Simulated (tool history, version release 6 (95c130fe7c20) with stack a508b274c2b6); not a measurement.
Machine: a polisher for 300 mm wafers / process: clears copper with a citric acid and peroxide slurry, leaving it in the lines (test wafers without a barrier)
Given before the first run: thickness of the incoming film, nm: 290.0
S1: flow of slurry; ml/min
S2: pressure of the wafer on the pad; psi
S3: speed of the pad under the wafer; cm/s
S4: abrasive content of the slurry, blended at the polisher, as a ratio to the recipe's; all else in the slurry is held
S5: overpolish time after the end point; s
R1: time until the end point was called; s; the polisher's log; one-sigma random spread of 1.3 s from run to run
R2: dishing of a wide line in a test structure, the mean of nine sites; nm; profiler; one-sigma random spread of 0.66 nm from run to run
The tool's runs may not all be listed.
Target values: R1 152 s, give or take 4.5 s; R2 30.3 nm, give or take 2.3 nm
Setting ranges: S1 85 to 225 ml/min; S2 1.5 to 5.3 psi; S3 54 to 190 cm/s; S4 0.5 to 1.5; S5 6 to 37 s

Run 1, hour 0: S1 145 ml/min, S2 3.4 psi, S3 122 cm/s, S4 1, S5 19 s. Result: R1 102.8 s, R2 30.348 nm.
Run 2, hour 5.5: S1 145 ml/min, S2 3.4 psi, S3 122 cm/s, S4 1, S5 14 s. Result: R1 102.12 s, R2 25.602 nm.
Run 3, hour 14.3: S1 140 ml/min, S2 3.2 psi, S3 122 cm/s, S4 1, S5 16 s. Result: R1 110.67 s, R2 25.671 nm.
Run 4, hour 21.2: S1 140 ml/min, S2 3.6 psi, S3 122 cm/s, S4 1, S5 16 s. Result: R1 99.259 s, R2 28.381 nm.
Run 5, hour 23.3: S1 140 ml/min, S2 3.6 psi, S3 140 cm/s, S4 1, S5 16 s. Result: R1 85.137 s, R2 31.443 nm.
Run 6, hour 31.5: S1 140 ml/min, S2 4.3 psi, S3 140 cm/s, S4 1, S5 16 s. Result: R1 71.973 s, R2 36.37 nm.
Run 7, hour 39.6: S1 135 ml/min, S2 3.9 psi, S3 140 cm/s, S4 1, S5 18 s. Result: R1 79.438 s, R2 37.152 nm.
Run 8, hour 44.1: S1 130 ml/min, S2 3.6 psi, S3 140 cm/s, S4 1, S5 19 s. Result: R1 88.89 s, R2 33.939 nm.
Run 9, hour 49.5: S1 125 ml/min, S2 3.4 psi, S3 140 cm/s, S4 1, S5 20 s. Result: R1 94.548 s, R2 34.09 nm.
Run 10, hour 56.7: S1 120 ml/min, S2 3.2 psi, S3 140 cm/s, S4 1, S5 21 s. Result: R1 99.186 s, R2 33.72 nm.
Run 11, hour 60.9: S1 120 ml/min, S2 3.2 psi, S3 140 cm/s, S4 1, S5 21 s. Result: R1 99.88 s, R2 33.807 nm.
Run 12, hour 69.3: S1 115 ml/min, S2 3 psi, S3 140 cm/s, S4 1, S5 22 s. Result: R1 108.68 s, R2 32.978 nm.
Run 13, hour 76.6: S1 110 ml/min, S2 2.9 psi, S3 140 cm/s, S4 1, S5 23 s. Result: R1 110.48 s, R2 32.988 nm.
Run 14, hour 82.8: S1 110 ml/min, S2 2.7 psi, S3 140 cm/s, S4 1, S5 24 s. Result: R1 120.86 s, R2 33.36 nm.
Run 15, hour 90.8: S1 110 ml/min, S2 2.6 psi, S3 140 cm/s, S4 1, S5 24 s. Result: R1 126.59 s, R2 31.059 nm.
Run 16, hour 96.2: S1 110 ml/min, S2 2.5 psi, S3 140 cm/s, S4 1, S5 24 s. Result: R1 129.69 s, R2 29.669 nm.
Run 17, hour 104.9: S1 110 ml/min, S2 2.4 psi, S3 140 cm/s, S4 1, S5 25 s. Result: R1 135.22 s, R2 29.144 nm.
Run 18, hour 106.5: S1 110 ml/min, S2 2.4 psi, S3 140 cm/s, S4 1, S5 26 s. Result: R1 134.16 s, R2 30.541 nm.

Pick the move, out of 5, that brings all results within their allowed miss; only one does.
Run A, hour 108.1: S1 90 ml/min, S2 2.4 psi, S3 158 cm/s, S4 1.25, S5 25 s. Result: R1 ?, R2 ?.
Run B, hour 108.1: S1 110 ml/min, S2 2.7 psi, S3 146 cm/s, S4 1.05, S5 23 s. Result: R1 ?, R2 ?.
Run C, hour 108.1: S1 130 ml/min, S2 2.7 psi, S3 134 cm/s, S4 0.9, S5 24 s. Result: R1 ?, R2 ?.
Run D, hour 108.1: S1 85 ml/min, S2 2.4 psi, S3 132 cm/s, S4 1.1, S5 28 s. Result: R1 ?, R2 ?.
Run E, hour 108.1: S1 105 ml/min, S2 2.8 psi, S3 156 cm/s, S4 0.85, S5 19 s. Result: R1 ?, R2 ?.

move      R1      R2
   A  123.71  31.749
   B  115.57  31.689
   C  123.57  31.179
   D   153.3  29.658
   E  109.79  28.797
A: moves away from the targets compared with the last run
B: moves away from the targets compared with the last run
C: moves away from the targets compared with the last run
D: all results in spec
E: moves away from the targets compared with the last run
D is the move that brings every result within its allowed miss.
